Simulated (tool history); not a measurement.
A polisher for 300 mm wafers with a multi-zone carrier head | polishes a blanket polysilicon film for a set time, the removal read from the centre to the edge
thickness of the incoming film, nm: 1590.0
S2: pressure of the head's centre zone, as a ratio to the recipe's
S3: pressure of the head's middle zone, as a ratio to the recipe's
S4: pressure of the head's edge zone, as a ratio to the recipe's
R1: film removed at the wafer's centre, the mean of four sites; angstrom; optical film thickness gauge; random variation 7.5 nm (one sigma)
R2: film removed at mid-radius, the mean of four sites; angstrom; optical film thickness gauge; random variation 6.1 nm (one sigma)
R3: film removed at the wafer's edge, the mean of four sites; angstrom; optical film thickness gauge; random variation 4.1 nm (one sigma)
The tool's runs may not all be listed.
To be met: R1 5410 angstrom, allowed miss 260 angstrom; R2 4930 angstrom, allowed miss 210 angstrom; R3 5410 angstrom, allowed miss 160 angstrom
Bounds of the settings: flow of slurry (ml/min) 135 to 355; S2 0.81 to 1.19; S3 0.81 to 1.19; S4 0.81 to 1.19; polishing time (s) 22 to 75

{"run": 1, "hour": 0.0, "flow of slurry (ml/min)": 225, "S2": 1, "S3": 1, "S4": 1, "polishing time (s)": 48, "R1": 4737, "R2": 4946.9, "R3": 4590.6}
{"run": 2, "hour": 8.0, "flow of slurry (ml/min)": 225, "S2": 1, "S3": 1, "S4": 1, "polishing time (s)": 40, "R1": 3889.6, "R2": 4052.9, "R3": 3865.1}
{"run": 3, "hour": 8.6, "flow of slurry (ml/min)": 180, "S2": 1, "S3": 1, "S4": 1, "polishing time (s)": 40, "R1": 3779.9, "R2": 3975.5, "R3": 3701.4}
{"run": 4, "hour": 15.7, "flow of slurry (ml/min)": 235, "S2": 1, "S3": 1, "S4": 1, "polishing time (s)": 40, "R1": 3852.1, "R2": 3944, "R3": 3833.1}
{"run": 5, "hour": 20.0, "flow of slurry (ml/min)": 235, "S2": 0.96, "S3": 1, "S4": 1, "polishing time (s)": 40, "R1": 3781.9, "R2": 4076.3, "R3": 3877.2}
{"run": 6, "hour": 28.7, "flow of slurry (ml/min)": 260, "S2": 1, "S3": 0.99, "S4": 1.05, "polishing time (s)": 43, "R1": 4352.9, "R2": 4418.2, "R3": 4306.7}
{"run": 7, "hour": 34.1, "flow of slurry (ml/min)": 280, "S2": 1, "S3": 0.96, "S4": 1.09, "polishing time (s)": 45, "R1": 4563.6, "R2": 4473.3, "R3": 4526.4}
{"run": 8, "hour": 42.6, "flow of slurry (ml/min)": 295, "S2": 1, "S3": 0.94, "S4": 1.12, "polishing time (s)": 47, "R1": 4729.5, "R2": 4669.9, "R3": 4757}
{"run": 9, "hour": 48.3, "flow of slurry (ml/min)": 300, "S2": 1.01, "S3": 0.91, "S4": 1.14, "polishing time (s)": 49, "R1": 4984.9, "R2": 4748.6, "R3": 5052.5}

5 next moves are on the table. One of them brings every result within its allowed miss. Which?
{"run": "A", "hour": 54.0, "flow of slurry (ml/min)": 230, "S2": 1.02, "S3": 0.85, "S4": 1.11, "polishing time (s)": 54, "R1": "?", "R2": "?", "R3": "?"}
{"run": "B", "hour": 54.0, "flow of slurry (ml/min)": 275, "S2": 0.86, "S3": 0.82, "S4": 1.19, "polishing time (s)": 53, "R1": "?", "R2": "?", "R3": "?"}
{"run": "C", "hour": 54.0, "flow of slurry (ml/min)": 285, "S2": 1.1, "S3": 0.91, "S4": 1.17, "polishing time (s)": 49, "R1": "?", "R2": "?", "R3": "?"}
{"run": "D", "hour": 54.0, "flow of slurry (ml/min)": 215, "S2": 0.88, "S3": 0.82, "S4": 1.11, "polishing time (s)": 55, "R1": "?", "R2": "?", "R3": "?"}
{"run": "E", "hour": 54.0, "flow of slurry (ml/min)": 355, "S2": 1.19, "S3": 1.05, "S4": 1.03, "polishing time (s)": 47, "R1": "?", "R2": "?", "R3": "?"}

move=A R1=5366.9 R2=4878.7 R3=5460
move=B R1=4545.4 R2=4786.9 R3=5601.3
move=C R1=5411.9 R2=4751.4 R3=5154.3
move=D R1=4659 R2=4811.4 R3=5522.8
move=E R1=5755.3 R2=5130.9 R3=4780.4
A: meets every target
B: takes the result that was furthest off past its target
C: nearer than the last run, and not there yet
D: brings the result that was furthest off to its target, and leaves another outside
E: further off than the last run
The right move is A.
